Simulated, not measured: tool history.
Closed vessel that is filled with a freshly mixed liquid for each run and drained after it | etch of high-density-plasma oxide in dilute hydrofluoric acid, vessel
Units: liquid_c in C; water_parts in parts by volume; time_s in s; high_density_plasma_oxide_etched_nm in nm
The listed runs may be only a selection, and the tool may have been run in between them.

run	day	liquid_c	water_parts	time_s	high_density_plasma_oxide_etched_nm
1	0.000	25.0	150	1645	52.844
2	0.138	23.0	160	1645	45.058
3	0.392	21.5	170	1645	40.204
4	0.458	21.5	195	1645	33.561
5	0.696	21.5	195	1760	36.278
6	1.062	24.5	195	1760	40.492
7	1.350	23.0	200	1760	36.961

Run 8 has not been measured yet. What should we expect?
8	1.612	21.5	205	1760	?

high_density_plasma_oxide_etched_nm: 34.077 nm

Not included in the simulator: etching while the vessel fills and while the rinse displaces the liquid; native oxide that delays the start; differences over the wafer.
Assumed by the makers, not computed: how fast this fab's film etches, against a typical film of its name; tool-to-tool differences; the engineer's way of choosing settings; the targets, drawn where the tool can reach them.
